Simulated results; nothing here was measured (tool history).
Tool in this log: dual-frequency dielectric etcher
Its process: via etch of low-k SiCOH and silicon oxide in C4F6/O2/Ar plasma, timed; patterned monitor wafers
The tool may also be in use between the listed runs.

| run | hour | source power (W) | bias power (W) | etch time (s) | mean etch depth across the wafer (Å) |
|---|---|---|---|---|---|
| 1 | 0 | 320 | 151 | 63.5 | 1279.3 |
| 2 | 3.6 | 300 | 150 | 63.5 | 1252.3 |
| 3 | 4.4 | 300 | 150 | 66.5 | 1314.5 |
| 4 | 8.6 | 280 | 149 | 66.5 | 1280.2 |
| 5 | 12.3 | 260 | 148 | 66.5 | 1254.5 |
| 6 | 19.4 | 240 | 147 | 66.5 | 1214.2 |

What does the tool deliver on the next run?
| 7 | 20.1 | 230 | 147 | 66.5 | ? |

For run 7 the tool returned mean etch depth across the wafer (Å) 1203.5.
